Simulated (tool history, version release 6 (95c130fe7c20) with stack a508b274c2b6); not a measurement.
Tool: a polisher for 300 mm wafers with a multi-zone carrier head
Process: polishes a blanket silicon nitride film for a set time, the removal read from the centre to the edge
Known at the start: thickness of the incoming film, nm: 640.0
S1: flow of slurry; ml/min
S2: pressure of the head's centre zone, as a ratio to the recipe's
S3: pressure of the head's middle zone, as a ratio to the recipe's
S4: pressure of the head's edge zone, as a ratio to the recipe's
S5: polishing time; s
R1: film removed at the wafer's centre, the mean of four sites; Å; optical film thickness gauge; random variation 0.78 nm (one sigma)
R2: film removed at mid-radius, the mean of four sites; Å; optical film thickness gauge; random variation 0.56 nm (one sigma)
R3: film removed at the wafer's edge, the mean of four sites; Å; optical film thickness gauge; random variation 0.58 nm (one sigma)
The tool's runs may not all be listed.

| run | hour | S1 | S2 | S3 | S4 | S5 | R1 | R2 | R3 |
|---|---|---|---|---|---|---|---|---|---|
| 1 | 0.0 | 280 | 1.00 | 1.00 | 1.00 | 58 | 946.16 | 973.41 | 968.70 |
| 2 | 5.2 | 280 | 1.00 | 1.00 | 1.00 | 64 | 1062.40 | 1075.50 | 1066.50 |
| 3 | 11.2 | 280 | 1.00 | 1.00 | 1.06 | 64 | 1064.20 | 1067.90 | 1102.40 |
| 4 | 18.2 | 235 | 1.00 | 1.00 | 1.06 | 64 | 1012.30 | 1063.40 | 1087.90 |
| 5 | 25.5 | 235 | 1.00 | 0.97 | 1.06 | 64 | 1006.00 | 1035.40 | 1073.00 |
| 6 | 27.1 | 210 | 1.00 | 0.97 | 1.06 | 64 | 1029.80 | 1021.70 | 1072.20 |
| 7 | 29.4 | 210 | 1.00 | 0.97 | 1.06 | 64 | 988.81 | 1013.50 | 1055.10 |
| 8 | 32.1 | 205 | 0.99 | 0.96 | 1.05 | 62 | 954.61 | 972.98 | 1026.70 |
| 9 | 37.3 | 200 | 0.98 | 0.95 | 1.04 | 60 | 926.12 | 914.15 | 985.67 |
| 10 | 43.9 | 195 | 0.97 | 0.96 | 1.03 | 58 | 875.79 | 895.06 | 933.41 |
| 11 | 52.3 | 195 | 0.96 | 0.96 | 1.03 | 56 | 850.25 | 874.28 | 904.59 |
| 12 | 54.6 | 190 | 0.95 | 0.96 | 1.03 | 54 | 808.22 | 834.62 | 870.73 |
| 13 | 56.4 | 190 | 0.94 | 0.96 | 1.03 | 53 | 753.81 | 819.72 | 865.09 |
| 14 | 60.0 | 190 | 0.93 | 0.95 | 1.02 | 52 | 750.28 | 788.68 | 844.10 |
| 15 | 68.4 | 190 | 0.92 | 0.95 | 1.01 | 51 | 724.80 | 774.47 | 815.98 |
| 16 | 72.6 | 190 | 0.91 | 0.94 | 1.00 | 50 | 705.01 | 755.87 | 798.88 |
| 17 | 80.3 | 190 | 0.90 | 0.93 | 0.99 | 50 | 705.01 | 750.97 | 797.77 |
| 18 | 82.8 | 190 | 0.89 | 0.93 | 0.98 | 49 | 692.92 | 737.24 | 776.22 |
| 19 | 89.5 | 190 | 0.88 | 0.93 | 0.98 | 48 | 660.12 | 730.06 | 759.24 |
| 20 | 91.9 | 190 | 0.87 | 0.92 | 0.98 | 48 | 658.83 | 719.29 | 752.10 |
| 21 | 94.8 | 190 | 0.86 | 0.92 | 0.98 | 48 | 646.95 | 713.99 | 753.25 |

The next listed run, before its measurement:
| 22 | 97.0 | 185 | 0.84 | 0.90 | 0.96 | 46 | ? | ? | ? |

Run 22 gave R1 598.55 Å, R2 679.89 Å, R3 716.64 Å.
